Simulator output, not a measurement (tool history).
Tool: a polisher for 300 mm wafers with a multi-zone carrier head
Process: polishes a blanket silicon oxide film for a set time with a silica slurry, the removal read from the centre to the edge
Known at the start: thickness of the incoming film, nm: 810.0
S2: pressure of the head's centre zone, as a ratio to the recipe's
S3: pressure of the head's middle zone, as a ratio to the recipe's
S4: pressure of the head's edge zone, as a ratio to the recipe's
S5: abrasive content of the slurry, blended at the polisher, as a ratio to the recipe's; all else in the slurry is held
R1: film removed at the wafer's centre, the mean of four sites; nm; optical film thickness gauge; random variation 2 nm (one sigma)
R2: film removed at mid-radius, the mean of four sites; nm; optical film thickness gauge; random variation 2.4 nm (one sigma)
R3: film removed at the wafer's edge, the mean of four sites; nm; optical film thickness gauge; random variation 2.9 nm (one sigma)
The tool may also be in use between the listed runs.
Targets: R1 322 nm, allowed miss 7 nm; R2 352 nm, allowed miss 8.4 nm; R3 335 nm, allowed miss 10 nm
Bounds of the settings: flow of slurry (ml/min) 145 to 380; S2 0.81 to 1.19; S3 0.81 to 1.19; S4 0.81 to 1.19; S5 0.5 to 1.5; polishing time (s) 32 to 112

Run 1, hour 0: flow of slurry (ml/min) 245, S2 1, S3 1, S4 1, S5 1, polishing time (s) 72. Result: R1 262.06 nm, R2 281.47 nm, R3 279.45 nm.
Run 2, hour 2.5: flow of slurry (ml/min) 245, S2 1, S3 0.96, S4 1, S5 1, polishing time (s) 72. Result: R1 263.08 nm, R2 270.41 nm, R3 278.11 nm.
Run 3, hour 4: flow of slurry (ml/min) 205, S2 1, S3 0.96, S4 1, S5 1, polishing time (s) 72. Result: R1 256.79 nm, R2 262.25 nm, R3 275.85 nm.
Run 4, hour 5.7: flow of slurry (ml/min) 220, S2 1.02, S3 0.99, S4 1.03, S5 1.05, polishing time (s) 72. Result: R1 271.31 nm, R2 279.8 nm, R3 289.62 nm.
Run 5, hour 14: flow of slurry (ml/min) 240, S2 1.04, S3 1.02, S4 1.05, S5 1.05, polishing time (s) 72. Result: R1 275.79 nm, R2 288.11 nm, R3 292.09 nm.
Run 6, hour 14.9: flow of slurry (ml/min) 255, S2 1.06, S3 1.04, S4 1.07, S5 1.1, polishing time (s) 72. Result: R1 290.91 nm, R2 303.36 nm, R3 298.14 nm.
Run 7, hour 15.5: flow of slurry (ml/min) 255, S2 1.06, S3 1.04, S4 1.07, S5 1.1, polishing time (s) 72. Result: R1 290.07 nm, R2 299.29 nm, R3 304.1 nm.
At hour 24: centre zone pressure recalibrated.
Run 8, hour 24: flow of slurry (ml/min) 265, S2 1.07, S3 1.06, S4 1.08, S5 1.1, polishing time (s) 72. Result: R1 309.25 nm, R2 307.51 nm, R3 304.84 nm.
Run 9, hour 31.7: flow of slurry (ml/min) 275, S2 1.06, S3 1.08, S4 1.1, S5 1.1, polishing time (s) 72. Result: R1 312.85 nm, R2 307.33 nm, R3 302.48 nm.
Run 10, hour 33.1: flow of slurry (ml/min) 265, S2 1.07, S3 1.08, S4 1.09, S5 1.15, polishing time (s) 72. Result: R1 313.43 nm, R2 315.84 nm, R3 308.08 nm.
Run 11, hour 38.1: flow of slurry (ml/min) 255, S2 1.05, S3 1.09, S4 1.1, S5 1.2, polishing time (s) 72. Result: R1 309.98 nm, R2 322.82 nm, R3 312.76 nm.
Run 12, hour 45.5: flow of slurry (ml/min) 255, S2 1.04, S3 1.1, S4 1.11, S5 1.25, polishing time (s) 72. Result: R1 315.97 nm, R2 325.33 nm, R3 318.79 nm.
Run 13, hour 50.5: flow of slurry (ml/min) 245, S2 1.03, S3 1.11, S4 1.11, S5 1.3, polishing time (s) 72. Result: R1 313 nm, R2 336.85 nm, R3 320.78 nm.
Run 14, hour 53.1: flow of slurry (ml/min) 245, S2 1.03, S3 1.11, S4 1.11, S5 1.3, polishing time (s) 72. Result: R1 314.58 nm, R2 334.49 nm, R3 322.84 nm.

Which of these 4 next moves meets every target?
Run A, hour 55.7: flow of slurry (ml/min) 290, S2 0.99, S3 1.13, S4 1.09, S5 1.45, polishing time (s) 68. Result: R1 ?, R2 ?, R3 ?.
Run B, hour 55.7: flow of slurry (ml/min) 245, S2 1.02, S3 1.19, S4 0.98, S5 1.05, polishing time (s) 77. Result: R1 ?, R2 ?, R3 ?.
Run C, hour 55.7: flow of slurry (ml/min) 275, S2 1.02, S3 1.06, S4 1.12, S5 1.25, polishing time (s) 79. Result: R1 ?, R2 ?, R3 ?.
Run D, hour 55.7: flow of slurry (ml/min) 215, S2 1.02, S3 1.13, S4 1.1, S5 1.5, polishing time (s) 72. Result: R1 ?, R2 ?, R3 ?.

move      R1      R2      R3
   A   302.5   340.1  312.72
   B  308.05   351.4  294.68
   C  341.65  353.83  348.56
   D   322.5  352.98  328.66
A: further off than the last run
B: brings the result that was furthest off to its target, and leaves another outside
C: brings the result that was furthest off to its target, and leaves another outside
D: meets every target
The right move is D.
